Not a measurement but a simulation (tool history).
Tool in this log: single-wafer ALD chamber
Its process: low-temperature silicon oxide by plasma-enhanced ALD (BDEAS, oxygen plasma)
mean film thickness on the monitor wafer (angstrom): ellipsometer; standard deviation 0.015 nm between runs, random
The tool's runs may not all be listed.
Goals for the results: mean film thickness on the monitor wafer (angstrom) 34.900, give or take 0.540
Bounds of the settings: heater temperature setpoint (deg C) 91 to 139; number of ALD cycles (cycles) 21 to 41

| run | hour | heater temperature setpoint (deg C) | number of ALD cycles (cycles) | mean film thickness on the monitor wafer (angstrom) |
|---|---|---|---|---|
| 1 | 0.0 | 115 | 31 | 44.017 |
| 2 | 3.5 | 123 | 31 | 42.998 |
| 3 | 12.2 | 123 | 28 | 38.901 |
| 4 | 17.5 | 123 | 24 | 33.248 |
| 5 | 20.9 | 121 | 24 | 33.585 |
| 6 | 29.5 | 121 | 27 | 37.560 |
| 7 | 31.4 | 123 | 27 | 37.367 |
| 8 | 37.5 | 124 | 27 | 37.100 |
| 9 | 44.4 | 126 | 27 | 37.156 |

Exercise: of the 4 proposed moves below, exactly one satisfies all targets within the stated allowed misses. Which move is it?
| A | 51.3 | 103 | 25 | ? |
| B | 51.3 | 129 | 27 | ? |
| C | 51.3 | 119 | 25 | ? |
| D | 51.3 | 122 | 28 | ? |

| move | mean film thickness on the monitor wafer (angstrom) |
|---|---|
| A | 36.044 |
| B | 36.839 |
| C | 34.854 |
| D | 38.787 |
A: closer than the last run, but not yet in spec
B: closer than the last run, but not yet in spec
C: in spec on every target
D: lands further from the targets than the last run did
The move that meets every target is C.
